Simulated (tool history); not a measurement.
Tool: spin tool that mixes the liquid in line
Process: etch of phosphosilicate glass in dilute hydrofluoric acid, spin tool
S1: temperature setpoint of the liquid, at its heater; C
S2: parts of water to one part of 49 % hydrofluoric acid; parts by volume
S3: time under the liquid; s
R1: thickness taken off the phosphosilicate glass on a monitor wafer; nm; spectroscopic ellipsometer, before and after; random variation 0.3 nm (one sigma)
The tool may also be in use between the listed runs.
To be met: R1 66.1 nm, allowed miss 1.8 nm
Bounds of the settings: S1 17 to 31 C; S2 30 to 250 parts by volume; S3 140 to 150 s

Run 1, hour 0: S1 23 C, S2 140 parts by volume, S3 140 s. Result: R1 79.164 nm.
Run 2, hour 7.4: S1 22.5 C, S2 140 parts by volume, S3 140 s. Result: R1 77.147 nm.
Run 3, hour 9.4: S1 25.5 C, S2 140 parts by volume, S3 140 s. Result: R1 87.357 nm.
Run 4, hour 12.1: S1 25 C, S2 140 parts by volume, S3 140 s. Result: R1 85.148 nm.
Run 5, hour 12.8: S1 25 C, S2 90 parts by volume, S3 140 s. Result: R1 141.1 nm.
Run 6, hour 14.4: S1 25 C, S2 90 parts by volume, S3 150 s. Result: R1 152.33 nm.
Run 7, hour 15.7: S1 24 C, S2 95 parts by volume, S3 150 s. Result: R1 137.49 nm.
Run 8, hour 22: S1 20 C, S2 150 parts by volume, S3 150 s. Result: R1 68.791 nm.
Run 9, hour 27.7: S1 19.5 C, S2 150 parts by volume, S3 150 s. Result: R1 68.27 nm.

Which of these 4 next moves meets every target?
Run A, hour 33.4: S1 17.5 C, S2 130 parts by volume, S3 140 s. Result: R1 ?.
Run B, hour 33.4: S1 19 C, S2 145 parts by volume, S3 150 s. Result: R1 ?.
Run C, hour 33.4: S1 17.5 C, S2 145 parts by volume, S3 150 s. Result: R1 ?.
Run D, hour 33.4: S1 17 C, S2 130 parts by volume, S3 145 s. Result: R1 ?.

move      R1
   A  69.768
   B  70.033
   C  65.932
   D  70.793
A: further off than the last run
B: further off than the last run
C: meets every target
D: further off than the last run
The right move is C.
